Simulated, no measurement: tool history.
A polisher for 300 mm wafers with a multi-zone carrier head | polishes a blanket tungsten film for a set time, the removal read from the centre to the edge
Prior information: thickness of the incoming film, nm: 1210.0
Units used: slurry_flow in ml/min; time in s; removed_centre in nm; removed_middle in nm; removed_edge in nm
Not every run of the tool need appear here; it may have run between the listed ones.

run 1 day=0 | slurry_flow=310 centre_zone=1 middle_zone=1 edge_zone=1 slurry_solids=1 time=81 | removed_centre=282.95 removed_middle=280.53 removed_edge=281.35
run 2 day=0.312 | slurry_flow=320 centre_zone=1 middle_zone=1.04 edge_zone=1.01 slurry_solids=1.05 time=81 | removed_centre=281.45 removed_middle=292.34 removed_edge=286.48
run 3 day=0.504 | slurry_flow=320 centre_zone=1 middle_zone=1.04 edge_zone=1.01 slurry_solids=1.05 time=91 | removed_centre=321.45 removed_middle=331.29 removed_edge=325.89
run 4 day=0.867 | slurry_flow=320 centre_zone=1 middle_zone=1.04 edge_zone=1.01 slurry_solids=1.05 time=72 | removed_centre=251.38 removed_middle=250.94 removed_edge=255.2
run 5 day=1.15 | slurry_flow=320 centre_zone=1 middle_zone=1.04 edge_zone=1.01 slurry_solids=0.9 time=72 | removed_centre=244.76 removed_middle=249.77 removed_edge=252.28
run 6 day=1.392 | slurry_flow=320 centre_zone=1 middle_zone=1.07 edge_zone=1 slurry_solids=1 time=75 | removed_centre=256.41 removed_middle=266.69 removed_edge=260.89

Expected results for the next run?
run 7 day=1.729 | slurry_flow=375 centre_zone=0.97 middle_zone=1.17 edge_zone=0.99 slurry_solids=1.25 time=89 | removed_centre=? removed_middle=? removed_edge=?

For run 7 the tool returned removed_centre 315.08 nm, removed_middle 362.72 nm, removed_edge 320.73 nm.

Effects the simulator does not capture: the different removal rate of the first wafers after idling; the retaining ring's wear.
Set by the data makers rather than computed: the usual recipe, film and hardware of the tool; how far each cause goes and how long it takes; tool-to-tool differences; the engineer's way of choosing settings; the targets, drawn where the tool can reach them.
